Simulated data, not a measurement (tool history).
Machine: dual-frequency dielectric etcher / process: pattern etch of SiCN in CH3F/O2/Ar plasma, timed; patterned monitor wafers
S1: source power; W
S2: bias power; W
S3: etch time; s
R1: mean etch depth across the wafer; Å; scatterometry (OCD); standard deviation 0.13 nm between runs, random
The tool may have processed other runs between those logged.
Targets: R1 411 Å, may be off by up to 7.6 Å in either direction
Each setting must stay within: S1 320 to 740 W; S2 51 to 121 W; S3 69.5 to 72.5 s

| run | day | S1 | S2 | S3 | R1 |
|---|---|---|---|---|---|
| 1 | 0 | 530 | 86 | 69.5 | 321.12 |
| 2 | 0.354 | 530 | 77 | 69.5 | 304.37 |
| 3 | 0.696 | 530 | 88 | 69.5 | 324.04 |
| 4 | 0.738 | 530 | 98 | 69.5 | 343.9 |
| 5 | 1.046 | 620 | 98 | 69.5 | 364.13 |
| 6 | 1.258 | 550 | 98 | 69.5 | 350.19 |
| 7 | 1.471 | 600 | 101 | 69.5 | 364.45 |
| 8 | 1.779 | 640 | 104 | 69.5 | 381.15 |
| 9 | 1.812 | 670 | 105 | 69.5 | 384.85 |

Which one of the following 5 next-run settings gets every result inside its allowed miss? There is exactly one.
| A | 1.846 | 490 | 100 | 72.5 | ? |
| B | 1.846 | 680 | 94 | 70.5 | ? |
| C | 1.846 | 570 | 91 | 72.5 | ? |
| D | 1.846 | 620 | 96 | 70.5 | ? |
| E | 1.846 | 700 | 112 | 71 | ? |

| move | R1 |
|---|---|
| A | 354.84 |
| B | 371.28 |
| C | 353.99 |
| D | 364.18 |
| E | 413.96 |
A: misses by more than the last run did
B: misses by more than the last run did
C: misses by more than the last run did
D: misses by more than the last run did
E: every result within its allowed miss
Move E is the one to make.
